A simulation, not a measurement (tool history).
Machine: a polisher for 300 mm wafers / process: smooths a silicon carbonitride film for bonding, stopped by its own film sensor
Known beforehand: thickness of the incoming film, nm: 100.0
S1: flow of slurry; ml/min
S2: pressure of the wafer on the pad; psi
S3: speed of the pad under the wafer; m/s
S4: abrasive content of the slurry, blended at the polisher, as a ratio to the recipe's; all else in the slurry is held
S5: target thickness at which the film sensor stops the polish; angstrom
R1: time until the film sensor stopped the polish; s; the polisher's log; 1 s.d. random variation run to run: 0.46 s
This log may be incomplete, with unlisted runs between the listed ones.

Run 1, day 0: S1 175 ml/min, S2 2.4 psi, S3 1 m/s, S4 1, S5 890 angstrom. Result: R1 31.497 s.
Run 2, day 0.042: S1 175 ml/min, S2 2.4 psi, S3 1 m/s, S4 0.85, S5 890 angstrom. Result: R1 33.44 s.
Run 3, day 0.346: S1 175 ml/min, S2 2.3 psi, S3 1 m/s, S4 0.85, S5 890 angstrom. Result: R1 34.401 s.
Run 4, day 0.433: S1 175 ml/min, S2 2.3 psi, S3 1 m/s, S4 0.85, S5 890 angstrom. Result: R1 34.458 s.
Run 5, day 0.583: S1 175 ml/min, S2 2.2 psi, S3 1 m/s, S4 0.85, S5 890 angstrom. Result: R1 36.145 s.
Run 6, day 0.667: S1 175 ml/min, S2 2.2 psi, S3 1.14 m/s, S4 0.85, S5 890 angstrom. Result: R1 32.428 s.
Run 7, day 0.867: S1 175 ml/min, S2 2.1 psi, S3 1.12 m/s, S4 0.85, S5 890 angstrom. Result: R1 34.407 s.
Run 8, day 1.217: S1 175 ml/min, S2 2 psi, S3 1.12 m/s, S4 0.85, S5 890 angstrom. Result: R1 35.679 s.
Run 9, day 1.396: S1 175 ml/min, S2 1.9 psi, S3 1.1 m/s, S4 0.85, S5 890 angstrom. Result: R1 37.965 s.
Run 10, day 1.567: S1 175 ml/min, S2 1.8 psi, S3 1.1 m/s, S4 0.85, S5 890 angstrom. Result: R1 38.92 s.
Run 11, day 1.883: S1 175 ml/min, S2 1.7 psi, S3 1.08 m/s, S4 0.85, S5 890 angstrom. Result: R1 41.505 s.
Run 12, day 1.958: S1 175 ml/min, S2 1.6 psi, S3 1.08 m/s, S4 0.85, S5 890 angstrom. Result: R1 44.292 s.
Run 13, day 2.171: S1 175 ml/min, S2 1.5 psi, S3 1.08 m/s, S4 0.85, S5 890 angstrom. Result: R1 46.475 s.
Run 14, day 2.538: S1 165 ml/min, S2 1.3 psi, S3 1.08 m/s, S4 0.85, S5 890 angstrom. Result: R1 51.833 s.

Run 15 has not been measured yet. What should we expect?
Run 15, day 2.908: S1 160 ml/min, S2 1.3 psi, S3 1.08 m/s, S4 0.85, S5 890 angstrom. Result: R1 ?.

R1: 51.882 s
